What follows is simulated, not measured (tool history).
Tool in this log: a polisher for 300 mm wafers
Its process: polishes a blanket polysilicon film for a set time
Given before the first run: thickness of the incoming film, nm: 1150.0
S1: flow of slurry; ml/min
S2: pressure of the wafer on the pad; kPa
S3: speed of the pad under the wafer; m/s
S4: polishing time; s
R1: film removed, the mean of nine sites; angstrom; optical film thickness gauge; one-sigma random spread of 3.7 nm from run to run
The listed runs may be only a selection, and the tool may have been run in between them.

{"run": 1, "hour": 0.0, "S1": 260, "S2": 15.9, "S3": 0.9, "S4": 49, "R1": 2677.4}
{"run": 2, "hour": 1.1, "S1": 315, "S2": 15.9, "S3": 0.9, "S4": 49, "R1": 2784.3}
{"run": 3, "hour": 2.3, "S1": 315, "S2": 17.9, "S3": 0.9, "S4": 49, "R1": 3122.7}
{"run": 4, "hour": 9.1, "S1": 265, "S2": 17.9, "S3": 0.9, "S4": 49, "R1": 3089.0}
{"run": 5, "hour": 17.7, "S1": 265, "S2": 19.3, "S3": 0.9, "S4": 49, "R1": 3276.3}
{"run": 6, "hour": 20.1, "S1": 265, "S2": 19.3, "S3": 0.78, "S4": 49, "R1": 2835.8}
{"run": 7, "hour": 22.6, "S1": 270, "S2": 21.4, "S3": 0.78, "S4": 49, "R1": 3142.2}
{"run": 8, "hour": 25.6, "S1": 275, "S2": 22.8, "S3": 0.8, "S4": 49, "R1": 3476.6}
{"hour": 28.7, "done": "slurry nozzle cleaned"}
{"run": 9, "hour": 28.7, "S1": 275, "S2": 23.4, "S3": 0.82, "S4": 49, "R1": 3731.1}

Forecast run 10:
{"run": 10, "hour": 29.4, "S1": 280, "S2": 24.1, "S3": 0.82, "S4": 49, "R1": "?"}

Run 10 measured R1 3846.7 angstrom.
